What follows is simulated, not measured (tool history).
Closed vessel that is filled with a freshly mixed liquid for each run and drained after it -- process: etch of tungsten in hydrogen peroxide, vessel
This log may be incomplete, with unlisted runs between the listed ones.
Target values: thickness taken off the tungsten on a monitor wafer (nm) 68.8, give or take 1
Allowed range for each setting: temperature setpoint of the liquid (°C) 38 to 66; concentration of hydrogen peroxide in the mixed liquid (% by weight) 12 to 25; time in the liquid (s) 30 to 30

| run | hour | temperature setpoint of the liquid (°C) | concentration of hydrogen peroxide in the mixed liquid (% by weight) | time in the liquid (s) | thickness taken off the tungsten on a monitor wafer (nm) |
|---|---|---|---|---|---|
| 1 | 0 | 54 | 17 | 30 | 35.533 |
| 2 | 8.2 | 56.5 | 17 | 30 | 41.193 |
| 3 | 15.1 | 61.5 | 17 | 30 | 55.23 |
| 4 | 24.1 | 62.5 | 17 | 30 | 58.712 |
| 5 | 29.4 | 62.5 | 19.5 | 30 | 63.04 |
| 6 | 38.1 | 62.5 | 17 | 30 | 58.614 |
| 7 | 45.7 | 63 | 17 | 30 | 60.503 |
| 8 | 47.2 | 63.5 | 17 | 30 | 62.447 |

Consider the 5 candidate settings below. Which is the only one whose results all fall within their allowed miss of target?
| A | 48.7 | 64.5 | 17.5 | 30 | ? |
| B | 48.7 | 64 | 18.5 | 30 | ? |
| C | 48.7 | 65.5 | 16.5 | 30 | ? |
| D | 48.7 | 66 | 15 | 30 | ? |
| E | 48.7 | 63 | 21 | 30 | ? |

| move | thickness taken off the tungsten on a monitor wafer (nm) |
|---|---|
| A | 66.762 |
| B | 66.718 |
| C | 68.604 |
| D | 67.281 |
| E | 67.136 |
A: closes in on the targets versus the last run, not all within tolerance yet
B: closes in on the targets versus the last run, not all within tolerance yet
C: hits every target within its allowed miss
D: closes in on the targets versus the last run, not all within tolerance yet
E: closes in on the targets versus the last run, not all within tolerance yet
The move that meets every target is C.
